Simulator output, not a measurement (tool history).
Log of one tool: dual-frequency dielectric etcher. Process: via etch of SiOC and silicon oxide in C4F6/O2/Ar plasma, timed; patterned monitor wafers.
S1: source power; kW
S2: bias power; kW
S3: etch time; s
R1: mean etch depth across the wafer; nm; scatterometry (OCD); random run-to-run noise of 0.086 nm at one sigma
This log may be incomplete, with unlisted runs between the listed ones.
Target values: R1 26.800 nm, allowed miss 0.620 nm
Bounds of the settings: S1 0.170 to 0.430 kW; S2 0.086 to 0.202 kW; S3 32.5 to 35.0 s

| run | hour | S1 | S2 | S3 | R1 |
|---|---|---|---|---|---|
| 1 | 0.0 | 0.300 | 0.144 | 35.0 | 29.093 |
| 2 | 5.8 | 0.290 | 0.143 | 35.0 | 28.586 |
| 3 | 14.0 | 0.290 | 0.143 | 35.0 | 28.432 |
| 4 | 23.0 | 0.280 | 0.142 | 35.0 | 28.008 |
| 5 | 24.8 | 0.270 | 0.140 | 35.0 | 27.690 |
|  | 32.1 | bias power generator calibrated |
| 6 | 32.1 | 0.270 | 0.159 | 35.0 | 28.513 |
| 7 | 32.8 | 0.260 | 0.158 | 35.0 | 28.017 |
| 8 | 33.6 | 0.260 | 0.157 | 35.0 | 27.991 |
| 9 | 35.7 | 0.260 | 0.156 | 35.0 | 27.950 |
| 10 | 41.9 | 0.260 | 0.155 | 35.0 | 27.907 |
| 11 | 45.1 | 0.260 | 0.154 | 35.0 | 28.004 |

Which single option among these 5 for the next run brings every result within its allowed miss of target? Just one does.
| A | 48.3 | 0.220 | 0.171 | 35.0 | ? |
| B | 48.3 | 0.250 | 0.150 | 32.5 | ? |
| C | 48.3 | 0.250 | 0.146 | 33.5 | ? |
| D | 48.3 | 0.240 | 0.143 | 33.5 | ? |
| E | 48.3 | 0.240 | 0.158 | 32.5 | ? |

| move | R1 |
|---|---|
| A | 26.685 |
| B | 25.437 |
| C | 26.059 |
| D | 25.469 |
| E | 25.281 |
A: every result within its allowed miss
B: the result that was furthest off in the last run now lies on the other side of its target
C: the result that was furthest off in the last run now lies on the other side of its target
D: the result that was furthest off in the last run now lies on the other side of its target
E: the result that was furthest off in the last run now lies on the other side of its target
A meets every target.

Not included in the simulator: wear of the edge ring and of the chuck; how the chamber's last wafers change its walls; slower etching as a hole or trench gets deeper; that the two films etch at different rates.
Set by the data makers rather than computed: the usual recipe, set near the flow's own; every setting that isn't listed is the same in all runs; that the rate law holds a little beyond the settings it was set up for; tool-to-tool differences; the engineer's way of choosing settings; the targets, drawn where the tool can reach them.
